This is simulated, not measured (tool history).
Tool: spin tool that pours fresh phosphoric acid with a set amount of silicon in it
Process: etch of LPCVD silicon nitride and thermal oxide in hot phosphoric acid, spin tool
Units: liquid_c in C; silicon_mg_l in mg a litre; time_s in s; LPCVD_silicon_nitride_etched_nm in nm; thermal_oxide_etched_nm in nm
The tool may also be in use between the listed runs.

run  hour  liquid_c  silicon_mg_l  time_s  LPCVD_silicon_nitride_etched_nm  thermal_oxide_etched_nm
  1   0.0     160.0          18.5     180                           15.842                  0.30261
  2   5.8     160.0          14.0     180                           15.815                  0.40448
  3  12.1     159.5          15.0     175                           15.052                  0.31772
  4  18.6     159.5           9.0     175                           15.110                  0.38377
  5  26.0     159.5           9.0     245                           20.954                  0.56527
  6  33.6     159.5           9.0     200                           17.223                  0.35864
  7  41.3     159.0           9.0     195                           16.512                  0.44679

Run 8 comes next. What will it give?
  8  46.4     159.0          12.0     190                                ?                        ?

LPCVD_silicon_nitride_etched_nm: 16.003 nm
thermal_oxide_etched_nm: 0.31641 nm

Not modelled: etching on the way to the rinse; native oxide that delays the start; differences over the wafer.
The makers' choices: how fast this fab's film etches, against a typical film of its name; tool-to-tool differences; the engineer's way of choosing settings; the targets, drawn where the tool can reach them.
